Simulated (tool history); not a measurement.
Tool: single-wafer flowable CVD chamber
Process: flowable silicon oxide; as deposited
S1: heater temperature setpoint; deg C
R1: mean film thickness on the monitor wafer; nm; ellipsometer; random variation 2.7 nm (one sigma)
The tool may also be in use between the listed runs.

Run 1, hour 0.0: S1 105 deg C, chamber pressure (Pa) 110.7, RF power (kW) 2.300, deposition time (s) 924. Result: R1 515.77 nm.
Run 2, hour 3.8: S1 105 deg C, chamber pressure (Pa) 110.7, RF power (kW) 2.300, deposition time (s) 924. Result: R1 515.51 nm.
Run 3, hour 6.0: S1 103 deg C, chamber pressure (Pa) 110.7, RF power (kW) 2.300, deposition time (s) 924. Result: R1 559.40 nm.
Run 4, hour 14.5: S1 103 deg C, chamber pressure (Pa) 118.8, RF power (kW) 2.300, deposition time (s) 924. Result: R1 596.72 nm.
Run 5, hour 22.7: S1 102 deg C, chamber pressure (Pa) 118.8, RF power (kW) 2.300, deposition time (s) 924. Result: R1 619.34 nm.
Run 6, hour 31.0: S1 102 deg C, chamber pressure (Pa) 111.6, RF power (kW) 2.300, deposition time (s) 924. Result: R1 589.70 nm.
Run 7, hour 32.1: S1 101 deg C, chamber pressure (Pa) 111.6, RF power (kW) 2.300, deposition time (s) 924. Result: R1 609.44 nm.
Run 8, hour 37.9: S1 100 deg C, chamber pressure (Pa) 111.6, RF power (kW) 2.300, deposition time (s) 924. Result: R1 626.93 nm.

Forecast run 9:
Run 9, hour 43.6: S1 99 deg C, chamber pressure (Pa) 111.6, RF power (kW) 2.300, deposition time (s) 924. Result: R1 ?.

{"run 9": {"R1": 653.35}}

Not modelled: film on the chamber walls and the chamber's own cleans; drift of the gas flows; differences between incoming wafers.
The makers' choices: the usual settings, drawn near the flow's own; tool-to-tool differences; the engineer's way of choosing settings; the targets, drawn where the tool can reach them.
